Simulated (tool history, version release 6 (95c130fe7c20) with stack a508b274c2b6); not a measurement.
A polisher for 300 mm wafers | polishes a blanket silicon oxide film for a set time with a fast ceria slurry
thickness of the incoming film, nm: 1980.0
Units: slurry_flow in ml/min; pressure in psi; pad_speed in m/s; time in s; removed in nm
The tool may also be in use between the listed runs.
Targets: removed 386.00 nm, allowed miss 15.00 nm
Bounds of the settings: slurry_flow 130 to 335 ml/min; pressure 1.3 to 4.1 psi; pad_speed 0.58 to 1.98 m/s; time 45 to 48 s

run  hour  slurry_flow  pressure  pad_speed  time  removed
  1   0.0          215       2.7       1.28    45   924.54
  2   2.5          190       2.7       1.28    45   923.25
  3   9.7          190       2.7       1.04    45   756.29
  4  14.3          190       2.4       1.00    45   660.26
  5  21.2          170       2.4       1.00    45   648.32
  6  23.5          170       2.4       1.24    45   795.34
  7  26.5          170       2.1       1.14    45   652.20
  8  29.1          170       2.1       1.14    45   650.70
  9  36.3          170       1.9       1.08    45   561.95
 10  43.4          170       1.9       1.08    45   549.07
 11  47.6          170       1.8       1.06    45   521.73
 12  55.7          170       1.7       1.04    45   483.07
 13  56.2          170       1.7       1.04    45   479.52
 14  65.2          170       1.6       1.04    45   442.72
 15  66.1          180       1.6       1.04    45   451.13
 16  68.4          190       1.5       1.04    45   437.68

5 next moves are on the table. One of them brings every result within its allowed miss. Which?
  A  70.7          190       1.4       1.18    48        ?
  B  70.7          190       1.4       0.94    47        ?
  C  70.7          175       1.5       0.98    46        ?
  D  70.7          245       1.9       0.90    48        ?
  E  70.7          230       1.4       1.10    45        ?

move  removed
   A   484.84
   B   381.31
   C   411.99
   D   509.10
   E   430.93
A: further off than the last run
B: meets every target
C: nearer than the last run, and not there yet
D: further off than the last run
E: nearer than the last run, and not there yet
The right move is B.
